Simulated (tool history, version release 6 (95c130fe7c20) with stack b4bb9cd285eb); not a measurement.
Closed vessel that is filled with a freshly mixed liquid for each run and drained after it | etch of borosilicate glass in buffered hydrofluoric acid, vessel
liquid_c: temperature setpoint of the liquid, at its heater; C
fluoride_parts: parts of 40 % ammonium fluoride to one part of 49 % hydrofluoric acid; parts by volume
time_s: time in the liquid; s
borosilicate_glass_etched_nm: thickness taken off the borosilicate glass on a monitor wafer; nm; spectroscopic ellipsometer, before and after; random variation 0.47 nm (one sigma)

run	hour	liquid_c	fluoride_parts	time_s	borosilicate_glass_etched_nm
1	0.0	24.0	24.0	100	54.411
2	3.4	24.0	24.0	100	54.731
3	11.7	25.5	24.0	100	58.879
4	16.3	25.5	29.0	100	51.941
5	19.4	27.0	28.0	100	57.757
6	24.6	28.0	27.5	100	61.385
7	27.4	29.0	27.0	100	66.666
8	31.1	29.5	26.5	100	68.100

The next listed run, before its measurement:
9	35.8	30.0	26.0	100	?

{"run 9": {"borosilicate_glass_etched_nm": 71.242}}
